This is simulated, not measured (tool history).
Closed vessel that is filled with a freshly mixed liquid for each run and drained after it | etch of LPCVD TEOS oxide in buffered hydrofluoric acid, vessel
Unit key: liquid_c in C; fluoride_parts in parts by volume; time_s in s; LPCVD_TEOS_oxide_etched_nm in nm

run,day,liquid_c,fluoride_parts,time_s,LPCVD_TEOS_oxide_etched_nm
1,0.000,21.0,12.5,30,39.554
2,0.196,22.0,12.0,30,43.267
3,0.458,23.5,12.0,30,47.485
4,0.696,23.5,12.0,30,46.944
5,0.858,21.0,12.0,30,40.707
6,1.167,22.0,11.5,30,44.902

Run 7 comes next. What will it give?
7,1.250,26.0,7.5,30,?

{"run 7": {"LPCVD_TEOS_oxide_etched_nm": 82.72}}
